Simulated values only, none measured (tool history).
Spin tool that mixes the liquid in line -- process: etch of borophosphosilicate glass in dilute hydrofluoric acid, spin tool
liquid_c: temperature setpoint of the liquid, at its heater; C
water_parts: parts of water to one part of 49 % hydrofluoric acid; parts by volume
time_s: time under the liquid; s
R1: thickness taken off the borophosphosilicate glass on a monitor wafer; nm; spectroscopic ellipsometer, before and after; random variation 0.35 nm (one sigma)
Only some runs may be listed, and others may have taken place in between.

{"run": 1, "hour": 0.0, "liquid_c": 21, "water_parts": 95, "time_s": 55, "R1": 28.446}
{"run": 2, "hour": 4.9, "liquid_c": 21, "water_parts": 95, "time_s": 60, "R1": 30.726}
{"run": 3, "hour": 12.5, "liquid_c": 21, "water_parts": 95, "time_s": 55, "R1": 28.411}
{"run": 4, "hour": 16.0, "liquid_c": 21, "water_parts": 115, "time_s": 55, "R1": 22.928}
{"run": 5, "hour": 24.8, "liquid_c": 21, "water_parts": 95, "time_s": 55, "R1": 28.502}
{"run": 6, "hour": 26.8, "liquid_c": 22.5, "water_parts": 90, "time_s": 55, "R1": 31.92}
{"run": 7, "hour": 31.8, "liquid_c": 24, "water_parts": 85, "time_s": 55, "R1": 36.326}

Run 8, settings as shown, results not yet in. Your forecast:
{"run": 8, "hour": 35.4, "liquid_c": 28, "water_parts": 70, "time_s": 55, "R1": "?"}

Run 8 yielded R1 52.828 nm.
